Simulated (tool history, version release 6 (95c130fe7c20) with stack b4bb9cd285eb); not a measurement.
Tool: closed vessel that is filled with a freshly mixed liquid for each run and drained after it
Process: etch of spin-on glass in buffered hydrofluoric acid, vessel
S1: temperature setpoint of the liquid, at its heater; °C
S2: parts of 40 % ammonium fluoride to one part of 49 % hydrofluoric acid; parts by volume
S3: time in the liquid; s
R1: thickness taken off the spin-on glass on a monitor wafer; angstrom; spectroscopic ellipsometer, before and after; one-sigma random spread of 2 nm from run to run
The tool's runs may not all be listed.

{"run": 1, "hour": 0.0, "S1": 25, "S2": 23, "S3": 105, "R1": 1460}
{"run": 2, "hour": 7.3, "S1": 25, "S2": 23, "S3": 115, "R1": 1612.4}
{"run": 3, "hour": 12.8, "S1": 25, "S2": 23, "S3": 105, "R1": 1477.5}
{"run": 4, "hour": 18.8, "S1": 25, "S2": 23, "S3": 115, "R1": 1626.6}
{"run": 5, "hour": 21.6, "S1": 21.5, "S2": 23, "S3": 115, "R1": 1343.7}
{"run": 6, "hour": 29.2, "S1": 22.5, "S2": 23, "S3": 115, "R1": 1397.8}
{"run": 7, "hour": 31.0, "S1": 23.5, "S2": 23, "S3": 115, "R1": 1495.2}
{"run": 8, "hour": 33.4, "S1": 24.5, "S2": 23, "S3": 115, "R1": 1560.2}
{"run": 9, "hour": 42.0, "S1": 25.5, "S2": 23, "S3": 115, "R1": 1671.9}

Run 10 is up next; what results do you expect?
{"run": 10, "hour": 50.5, "S1": 26, "S2": 23, "S3": 115, "R1": "?"}

R1: 1718.8 angstrom
